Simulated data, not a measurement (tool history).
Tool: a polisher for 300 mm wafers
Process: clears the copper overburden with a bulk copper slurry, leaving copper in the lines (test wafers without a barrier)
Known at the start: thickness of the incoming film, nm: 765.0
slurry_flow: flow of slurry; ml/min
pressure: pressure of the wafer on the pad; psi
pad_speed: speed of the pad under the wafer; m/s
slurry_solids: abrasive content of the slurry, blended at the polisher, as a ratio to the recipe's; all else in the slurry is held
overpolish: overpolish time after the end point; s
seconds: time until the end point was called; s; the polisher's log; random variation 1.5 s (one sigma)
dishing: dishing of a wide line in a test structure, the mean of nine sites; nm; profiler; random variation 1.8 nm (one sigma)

run,hour,slurry_flow,pressure,pad_speed,slurry_solids,overpolish,seconds,dishing
1,0.0,215,1.8,1.08,1.0,26,142.980,75.926
2,7.3,215,2.1,1.08,1.0,28,130.810,86.501
3,14.6,215,2.1,1.30,1.0,28,107.860,96.063
4,23.0,215,2.3,1.30,1.0,29,98.760,104.690
5,28.0,215,2.4,1.30,1.0,30,99.667,107.610
6,34.2,215,2.4,1.14,1.0,30,110.040,97.805
7,38.0,215,2.5,1.18,1.0,31,102.860,107.960
8,42.7,215,2.6,1.20,1.0,31,98.677,112.060
9,50.6,215,2.7,1.22,1.0,31,93.657,111.290

Forecast run 10:
# hour 58.8: worn pad replaced by a new one
10,58.8,215,2.7,1.24,1.0,32,?,?

{"run 10": {"seconds": 79.539, "dishing": 123.21}}

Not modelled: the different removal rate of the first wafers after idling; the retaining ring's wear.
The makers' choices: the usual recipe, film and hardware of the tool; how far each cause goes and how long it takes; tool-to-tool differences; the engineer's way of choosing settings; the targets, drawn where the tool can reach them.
